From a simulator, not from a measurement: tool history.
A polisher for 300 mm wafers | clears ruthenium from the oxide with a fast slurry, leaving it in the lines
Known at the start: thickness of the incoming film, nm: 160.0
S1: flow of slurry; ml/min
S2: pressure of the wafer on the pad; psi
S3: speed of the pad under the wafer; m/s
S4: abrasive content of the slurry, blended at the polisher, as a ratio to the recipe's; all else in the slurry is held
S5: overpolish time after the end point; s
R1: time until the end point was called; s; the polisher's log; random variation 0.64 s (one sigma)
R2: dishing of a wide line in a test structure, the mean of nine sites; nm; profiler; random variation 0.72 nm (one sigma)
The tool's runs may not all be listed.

run 1 hour=0 | S1=245 S2=3.3 S3=1.2 S4=1 S5=10 | R1=26.7 R2=53.224
run 2 hour=1.3 | S1=245 S2=2.8 S3=1.18 S4=1 S5=11 | R1=32.005 R2=47.874
run 3 hour=4 | S1=245 S2=2.8 S3=1.18 S4=1.15 S5=11 | R1=29.363 R2=51.181
run 4 hour=8.6 | S1=245 S2=2.8 S3=1.18 S4=1.15 S5=13 | R1=29.747 R2=59.087
run 5 hour=11.9 | S1=245 S2=2.5 S3=1.14 S4=1.15 S5=13 | R1=33.748 R2=52.772
run 6 hour=15.7 | S1=245 S2=2.5 S3=1.14 S4=1.15 S5=14 | R1=34.804 R2=56.538
run 7 hour=18 | S1=245 S2=2.2 S3=1.12 S4=1.15 S5=14 | R1=38.096 R2=49.376
run 8 hour=24.6 | S1=245 S2=2 S3=1.1 S4=1.15 S5=14 | R1=43.179 R2=43.445
run 9 hour=31.7 | S1=245 S2=1.9 S3=1.1 S4=1.15 S5=14 | R1=45.639 R2=43.243

Run 10 comes next. What will it give?
run 10 hour=35.3 | S1=245 S2=1.8 S3=1.1 S4=1.15 S5=14 | R1=? R2=?

{"run 10": {"R1": 49.107, "R2": 41.024}}
